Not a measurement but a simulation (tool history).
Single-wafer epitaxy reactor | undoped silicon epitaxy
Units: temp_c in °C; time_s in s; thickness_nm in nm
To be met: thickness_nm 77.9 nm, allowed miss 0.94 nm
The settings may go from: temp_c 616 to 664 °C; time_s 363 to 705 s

run,day,temp_c,time_s,thickness_nm
1,0,640,534,80.729
2,0.258,648,534,98.335
3,0.388,645,534,91.455
4,0.558,643,534,86.761
# day 0.754: pyrometer calibrated
5,0.754,642,534,76.502
6,1.117,642,499,71.525
7,1.254,643,499,73.22
8,1.317,644,499,75.079

5 next moves are on the table. One of them brings every result within its allowed miss. Which?
A,1.379,644,489,?
B,1.379,642,533,?
C,1.379,647,435,?
D,1.379,648,470,?
E,1.379,649,438,?

move,thickness_nm
A,73.792
B,76.479
C,70.764
D,78.387
E,74.889
A: further off than the last run
B: nearer than the last run, and not there yet
C: further off than the last run
D: meets every target
E: further off than the last run
The right move is D.
